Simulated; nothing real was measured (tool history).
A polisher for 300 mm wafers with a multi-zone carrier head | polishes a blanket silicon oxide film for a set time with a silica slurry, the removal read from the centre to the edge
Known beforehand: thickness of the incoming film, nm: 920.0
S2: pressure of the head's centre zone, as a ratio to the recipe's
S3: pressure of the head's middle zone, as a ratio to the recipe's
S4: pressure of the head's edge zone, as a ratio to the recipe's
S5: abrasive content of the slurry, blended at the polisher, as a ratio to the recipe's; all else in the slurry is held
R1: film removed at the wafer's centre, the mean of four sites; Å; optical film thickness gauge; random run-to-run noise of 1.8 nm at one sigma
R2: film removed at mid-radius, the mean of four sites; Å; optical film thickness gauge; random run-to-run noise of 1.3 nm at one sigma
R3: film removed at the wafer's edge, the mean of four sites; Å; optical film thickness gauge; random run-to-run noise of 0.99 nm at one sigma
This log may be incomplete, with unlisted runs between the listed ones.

Run 1, hour 0.0: flow of slurry (ml/min) 190, S2 1.00, S3 1.00, S4 1.00, S5 1.00, polishing time (s) 46. Result: R1 1637.0 Å, R2 1617.6 Å, R3 1616.4 Å.
Run 2, hour 4.0: flow of slurry (ml/min) 190, S2 1.00, S3 1.00, S4 1.06, S5 1.00, polishing time (s) 46. Result: R1 1639.2 Å, R2 1594.3 Å, R3 1652.1 Å.
Run 3, hour 6.1: flow of slurry (ml/min) 185, S2 1.01, S3 1.01, S4 1.02, S5 0.95, polishing time (s) 46. Result: R1 1571.6 Å, R2 1554.1 Å, R3 1579.0 Å.
Run 4, hour 9.2: flow of slurry (ml/min) 180, S2 1.03, S3 1.02, S4 0.98, S5 0.90, polishing time (s) 46. Result: R1 1571.8 Å, R2 1505.6 Å, R3 1486.1 Å.
Run 5, hour 12.0: flow of slurry (ml/min) 180, S2 1.03, S3 1.02, S4 0.98, S5 1.10, polishing time (s) 46. Result: R1 1742.7 Å, R2 1698.4 Å, R3 1703.6 Å.
Run 6, hour 14.2: flow of slurry (ml/min) 180, S2 1.03, S3 1.02, S4 1.05, S5 1.10, polishing time (s) 46. Result: R1 1745.7 Å, R2 1686.8 Å, R3 1715.1 Å.
Run 7, hour 20.2: flow of slurry (ml/min) 175, S2 1.04, S3 1.04, S4 1.02, S5 1.05, polishing time (s) 46. Result: R1 1708.5 Å, R2 1692.8 Å, R3 1660.5 Å.
Run 8, hour 25.4: flow of slurry (ml/min) 175, S2 1.04, S3 1.05, S4 0.99, S5 1.00, polishing time (s) 46. Result: R1 1650.5 Å, R2 1657.7 Å, R3 1584.4 Å.
Run 9, hour 29.1: flow of slurry (ml/min) 170, S2 1.04, S3 1.05, S4 0.97, S5 0.95, polishing time (s) 46. Result: R1 1626.3 Å, R2 1587.3 Å, R3 1528.5 Å.
Run 10, hour 32.4: flow of slurry (ml/min) 170, S2 1.04, S3 1.06, S4 0.95, S5 0.90, polishing time (s) 46. Result: R1 1527.5 Å, R2 1565.5 Å, R3 1447.7 Å.
Run 11, hour 40.8: flow of slurry (ml/min) 165, S2 1.04, S3 1.06, S4 0.93, S5 0.90, polishing time (s) 46. Result: R1 1536.1 Å, R2 1559.5 Å, R3 1439.1 Å.
Run 12, hour 44.1: flow of slurry (ml/min) 160, S2 1.04, S3 1.06, S4 0.91, S5 0.90, polishing time (s) 46. Result: R1 1511.0 Å, R2 1542.2 Å, R3 1435.3 Å.
Run 13, hour 51.3: flow of slurry (ml/min) 155, S2 1.05, S3 1.06, S4 0.90, S5 0.90, polishing time (s) 46. Result: R1 1539.5 Å, R2 1516.7 Å, R3 1430.6 Å.

Estimate the outcome of run 14 from the log above:
Run 14, hour 52.9: flow of slurry (ml/min) 155, S2 1.05, S3 1.07, S4 0.89, S5 0.90, polishing time (s) 46. Result: R1 ?, R2 ?, R3 ?.

{"run 14": {"R1": 1532.0, "R2": 1555.9, "R3": 1443.2}}

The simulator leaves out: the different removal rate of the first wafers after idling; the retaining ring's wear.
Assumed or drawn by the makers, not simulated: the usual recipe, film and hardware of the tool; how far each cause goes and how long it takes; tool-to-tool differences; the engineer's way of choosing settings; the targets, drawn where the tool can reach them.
